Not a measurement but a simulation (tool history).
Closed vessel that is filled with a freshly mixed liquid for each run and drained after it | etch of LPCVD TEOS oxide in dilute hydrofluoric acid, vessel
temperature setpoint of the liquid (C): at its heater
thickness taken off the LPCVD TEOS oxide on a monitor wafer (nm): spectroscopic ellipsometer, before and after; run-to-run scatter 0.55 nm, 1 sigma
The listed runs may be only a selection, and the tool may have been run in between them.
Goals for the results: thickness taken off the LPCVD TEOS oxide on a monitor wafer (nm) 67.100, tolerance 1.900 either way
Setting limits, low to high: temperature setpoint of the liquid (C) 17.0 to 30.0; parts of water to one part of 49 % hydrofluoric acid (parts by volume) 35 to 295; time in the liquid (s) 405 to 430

run  hour  temperature setpoint of the liquid (C)  parts of water to one part of 49 % hydrofluoric acid (parts by volume)  time in the liquid (s)  thickness taken off the LPCVD TEOS oxide on a monitor wafer (nm)
  1   0.0                                    22.0                                                                     165                     405                                                            92.880
  2   7.5                                    21.0                                                                     170                     405                                                            87.870
  3  10.1                                    20.0                                                                     175                     405                                                            83.152
  4  17.6                                    19.5                                                                     180                     405                                                            77.572
  5  25.4                                    19.0                                                                     180                     405                                                            75.768
  6  31.5                                    19.0                                                                     180                     430                                                            80.429
  7  36.1                                    18.5                                                                     185                     430                                                            77.735
  8  43.8                                    18.0                                                                     190                     430                                                            72.246

4 next moves are on the table. One of them brings every result within its allowed miss. Which?
  A  51.5                                    18.5                                                                     195                     430                                                                 ?
  B  51.5                                    19.0                                                                     190                     405                                                                 ?
  C  51.5                                    18.0                                                                     180                     430                                                                 ?
  D  51.5                                    17.5                                                                     190                     405                                                                 ?

move  thickness taken off the LPCVD TEOS oxide on a monitor wafer (nm)
   A                                                            71.016
   B                                                            70.348
   C                                                            76.514
   D                                                            66.293
A: closes in on the targets versus the last run, not all within tolerance yet
B: closes in on the targets versus the last run, not all within tolerance yet
C: moves away from the targets compared with the last run
D: all results land within tolerance of their targets
The right move is D.
